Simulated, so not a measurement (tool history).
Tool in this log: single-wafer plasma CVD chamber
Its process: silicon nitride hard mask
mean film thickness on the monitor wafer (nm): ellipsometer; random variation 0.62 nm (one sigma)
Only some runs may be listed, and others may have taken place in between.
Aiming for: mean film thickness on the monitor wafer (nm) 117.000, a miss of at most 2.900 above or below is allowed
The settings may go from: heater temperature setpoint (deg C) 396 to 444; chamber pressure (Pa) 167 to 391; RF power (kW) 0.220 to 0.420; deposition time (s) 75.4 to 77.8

run	hour	heater temperature setpoint (deg C)	chamber pressure (Pa)	RF power (kW)	deposition time (s)	mean film thickness on the monitor wafer (nm)
1	0.0	420	279	0.320	75.4	103.310
2	2.4	410	279	0.320	75.4	103.950
3	7.2	418	279	0.320	75.4	102.340
4	14.8	418	291	0.325	75.5	106.040
5	21.4	418	245	0.325	75.5	101.080
6	26.5	418	223	0.325	75.5	97.468
7	32.1	418	240	0.330	75.5	101.400
8	34.0	418	253	0.335	75.5	103.910
9	39.1	418	253	0.335	75.5	105.210
10	47.7	418	263	0.335	75.5	104.010
11	52.1	418	273	0.340	75.6	108.240
12	59.0	418	280	0.340	75.6	107.510
13	67.5	418	288	0.345	75.6	108.850
14	70.4	418	288	0.345	75.6	109.900
15	77.3	418	293	0.345	75.6	110.650
# hour 78.2: thermocouple changed; heater temperature recalibrated
16	78.2	418	299	0.345	75.6	110.520
17	81.5	418	304	0.345	75.6	110.830
18	85.7	418	304	0.345	75.6	110.750

Which one of the following 4 next-run settings gets every result inside its allowed miss? There is exactly one.
A	89.9	404	285	0.320	77.8	?
B	89.9	418	263	0.300	75.4	?
C	89.9	414	332	0.295	77.1	?
D	89.9	421	287	0.360	77.8	?

move	mean film thickness on the monitor wafer (nm)
A	107.850
B	97.476
C	104.410
D	115.900
A: moves away from the targets compared with the last run
B: moves away from the targets compared with the last run
C: moves away from the targets compared with the last run
D: all results in spec
Answer: D
